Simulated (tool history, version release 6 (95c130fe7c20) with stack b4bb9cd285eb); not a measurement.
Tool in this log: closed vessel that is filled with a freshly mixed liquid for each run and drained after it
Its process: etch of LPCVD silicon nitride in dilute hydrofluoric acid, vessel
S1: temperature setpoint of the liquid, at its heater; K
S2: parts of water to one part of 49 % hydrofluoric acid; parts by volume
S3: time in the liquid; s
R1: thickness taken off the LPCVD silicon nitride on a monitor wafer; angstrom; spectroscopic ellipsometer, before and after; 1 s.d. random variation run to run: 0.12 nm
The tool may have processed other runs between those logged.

run,hour,S1,S2,S3,R1
1,0,296.15,210,2950,58.492
2,8.8,296.15,210,3155,61.91
3,15.2,293.65,210,3155,53
4,19.8,292.15,210,3155,49.347
5,27.9,292.15,210,3155,48.64
6,35.9,292.15,170,3155,59.023
7,42.4,295.65,165,3155,76.916
8,48.6,295.65,165,3155,76.554
9,50.7,298.15,165,3155,90.605

Run 10 comes next. What will it give?
10,54.6,299.65,165,3155,?

{"run 10": {"R1": 100.62}}

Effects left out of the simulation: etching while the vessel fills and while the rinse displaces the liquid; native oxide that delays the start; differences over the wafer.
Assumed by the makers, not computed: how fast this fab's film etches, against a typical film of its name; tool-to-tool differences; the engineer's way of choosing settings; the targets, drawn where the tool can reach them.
